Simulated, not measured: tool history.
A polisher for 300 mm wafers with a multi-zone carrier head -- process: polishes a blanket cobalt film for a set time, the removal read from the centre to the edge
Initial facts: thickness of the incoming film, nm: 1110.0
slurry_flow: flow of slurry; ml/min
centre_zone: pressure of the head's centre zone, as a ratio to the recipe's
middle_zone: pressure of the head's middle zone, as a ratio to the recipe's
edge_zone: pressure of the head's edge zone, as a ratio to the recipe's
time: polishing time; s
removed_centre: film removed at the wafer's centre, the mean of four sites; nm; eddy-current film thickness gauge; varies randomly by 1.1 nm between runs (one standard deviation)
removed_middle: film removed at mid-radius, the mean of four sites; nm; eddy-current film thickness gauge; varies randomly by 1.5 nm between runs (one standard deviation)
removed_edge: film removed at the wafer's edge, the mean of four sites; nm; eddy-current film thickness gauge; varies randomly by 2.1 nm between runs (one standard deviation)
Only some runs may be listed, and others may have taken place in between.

{"run": 1, "hour": 0.0, "slurry_flow": 245, "centre_zone": 1, "middle_zone": 1, "edge_zone": 1, "time": 51, "removed_centre": 196.77, "removed_middle": 193.5, "removed_edge": 192.32}
{"run": 2, "hour": 1.5, "slurry_flow": 235, "centre_zone": 0.95, "middle_zone": 0.98, "edge_zone": 0.98, "time": 48, "removed_centre": 175.07, "removed_middle": 178.77, "removed_edge": 177.63}
{"run": 3, "hour": 3.1, "slurry_flow": 225, "centre_zone": 0.91, "middle_zone": 0.96, "edge_zone": 0.97, "time": 46, "removed_centre": 162.32, "removed_middle": 168.21, "removed_edge": 169.63}
{"run": 4, "hour": 9.0, "slurry_flow": 215, "centre_zone": 0.88, "middle_zone": 0.95, "edge_zone": 0.97, "time": 44, "removed_centre": 148.76, "removed_middle": 157, "removed_edge": 157.4}
{"run": 5, "hour": 11.6, "slurry_flow": 205, "centre_zone": 0.86, "middle_zone": 0.95, "edge_zone": 0.99, "time": 43, "removed_centre": 141.6, "removed_middle": 152.75, "removed_edge": 162.59}
{"hour": 17.9, "done": "centre zone pressure recalibrated"}
{"run": 6, "hour": 17.9, "slurry_flow": 200, "centre_zone": 0.84, "middle_zone": 0.94, "edge_zone": 0.97, "time": 43, "removed_centre": 127.44, "removed_middle": 148.82, "removed_edge": 157.84}
{"run": 7, "hour": 19.5, "slurry_flow": 210, "centre_zone": 0.84, "middle_zone": 0.93, "edge_zone": 0.95, "time": 43, "removed_centre": 131.57, "removed_middle": 152.3, "removed_edge": 156.62}

Run 8, settings as shown, results not yet in. Your forecast:
{"run": 8, "hour": 27.3, "slurry_flow": 205, "centre_zone": 0.85, "middle_zone": 0.92, "edge_zone": 0.94, "time": 43, "removed_centre": "?", "removed_middle": "?", "removed_edge": "?"}

{"run 8": {"removed_centre": 129.84, "removed_middle": 150.44, "removed_edge": 159.12}}
